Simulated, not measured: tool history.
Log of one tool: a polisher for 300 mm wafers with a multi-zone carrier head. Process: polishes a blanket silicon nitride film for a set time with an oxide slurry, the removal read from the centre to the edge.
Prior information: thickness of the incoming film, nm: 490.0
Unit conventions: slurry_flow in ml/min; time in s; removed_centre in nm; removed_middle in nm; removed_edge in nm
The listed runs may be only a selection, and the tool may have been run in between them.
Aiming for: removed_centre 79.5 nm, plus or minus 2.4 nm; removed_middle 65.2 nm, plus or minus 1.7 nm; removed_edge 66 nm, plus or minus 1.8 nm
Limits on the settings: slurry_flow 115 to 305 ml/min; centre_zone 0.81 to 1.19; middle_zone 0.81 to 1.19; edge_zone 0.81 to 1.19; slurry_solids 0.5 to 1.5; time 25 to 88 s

run 1 hour=0 | slurry_flow=195 centre_zone=1 middle_zone=1 edge_zone=1 slurry_solids=1 time=56 | removed_centre=50.576 removed_middle=51.935 removed_edge=49.696
run 2 hour=0.7 | slurry_flow=195 centre_zone=1 middle_zone=1 edge_zone=1 slurry_solids=1.15 time=56 | removed_centre=53.272 removed_middle=54.177 removed_edge=52.651
run 3 hour=7 | slurry_flow=195 centre_zone=1 middle_zone=1.06 edge_zone=1 slurry_solids=1.15 time=56 | removed_centre=53.791 removed_middle=56.817 removed_edge=52.984
run 4 hour=11.5 | slurry_flow=195 centre_zone=1 middle_zone=1.06 edge_zone=1 slurry_solids=1.15 time=50 | removed_centre=47.466 removed_middle=51.627 removed_edge=47.182
run 5 hour=18.6 | slurry_flow=215 centre_zone=1.05 middle_zone=1.05 edge_zone=1.02 slurry_solids=1.25 time=51 | removed_centre=53.041 removed_middle=54.217 removed_edge=50.14
run 6 hour=21.7 | slurry_flow=215 centre_zone=0.98 middle_zone=1.05 edge_zone=1.02 slurry_solids=1.25 time=51 | removed_centre=49.577 removed_middle=53.767 removed_edge=50.389
run 7 hour=24.9 | slurry_flow=220 centre_zone=1.03 middle_zone=1.03 edge_zone=1.03 slurry_solids=1.3 time=53 | removed_centre=55.702 removed_middle=56.405 removed_edge=52.974
run 8 hour=30.4 | slurry_flow=215 centre_zone=1.07 middle_zone=1.01 edge_zone=1.05 slurry_solids=1.35 time=55 | removed_centre=60.54 removed_middle=57.624 removed_edge=55.945
run 9 hour=32.5 | slurry_flow=220 centre_zone=1.1 middle_zone=1 edge_zone=1.07 slurry_solids=1.4 time=56 | removed_centre=64.078 removed_middle=58.862 removed_edge=58.546
run 10 hour=37.5 | slurry_flow=230 centre_zone=1.12 middle_zone=0.99 edge_zone=1.08 slurry_solids=1.45 time=57 | removed_centre=68.204 removed_middle=60.804 removed_edge=60.154
run 11 hour=45.1 | slurry_flow=235 centre_zone=1.14 middle_zone=0.99 edge_zone=1.09 slurry_solids=1.45 time=58 | removed_centre=70.859 removed_middle=62.683 removed_edge=61.692
run 12 hour=47.6 | slurry_flow=290 centre_zone=1.19 middle_zone=0.94 edge_zone=1.12 slurry_solids=1.5 time=58 | removed_centre=74.747 removed_middle=62.315 removed_edge=64.464
run 13 hour=54.2 | slurry_flow=280 centre_zone=1.19 middle_zone=0.94 edge_zone=1.11 slurry_solids=1.5 time=59 | removed_centre=76.662 removed_middle=63.339 removed_edge=65.844
run 14 hour=55.1 | slurry_flow=275 centre_zone=1.19 middle_zone=0.94 edge_zone=1.09 slurry_solids=1.5 time=59 | removed_centre=77.643 removed_middle=62.037 removed_edge=65.1
run 15 hour=61.7 | slurry_flow=275 centre_zone=1.19 middle_zone=0.95 edge_zone=1.09 slurry_solids=1.5 time=59 | removed_centre=77.572 removed_middle=62.83 removed_edge=64.411

Consider the 5 candidate settings below. Which is the only one whose results all fall within their allowed miss of target?
run A hour=68.3 | slurry_flow=275 centre_zone=1.17 middle_zone=1.06 edge_zone=1.11 slurry_solids=1.35 time=58 | removed_centre=? removed_middle=? removed_edge=?
run B hour=68.3 | slurry_flow=265 centre_zone=1.14 middle_zone=0.87 edge_zone=1.17 slurry_solids=1.45 time=61 | removed_centre=? removed_middle=? removed_edge=?
run C hour=68.3 | slurry_flow=265 centre_zone=1.19 middle_zone=0.91 edge_zone=1.11 slurry_solids=1.5 time=59 | removed_centre=? removed_middle=? removed_edge=?
run D hour=68.3 | slurry_flow=305 centre_zone=1.19 middle_zone=0.98 edge_zone=1.11 slurry_solids=1.4 time=61 | removed_centre=? removed_middle=? removed_edge=?
run E hour=68.3 | slurry_flow=290 centre_zone=1.19 middle_zone=0.83 edge_zone=1.11 slurry_solids=1.5 time=61 | removed_centre=? removed_middle=? removed_edge=?

move=A removed_centre=72.044 removed_middle=65.362 removed_edge=62.484
move=B removed_centre=75.15 removed_middle=59.413 removed_edge=68.747
move=C removed_centre=76.76 removed_middle=60.295 removed_edge=65.742
move=D removed_centre=78.892 removed_middle=65.795 removed_edge=67.131
move=E removed_centre=80.168 removed_middle=58.34 removed_edge=68.542
A: meets the target for the result that was furthest off, but another lies outside its allowed miss
B: further off than the last run
C: further off than the last run
D: every result within its allowed miss
E: further off than the last run
Answer: D
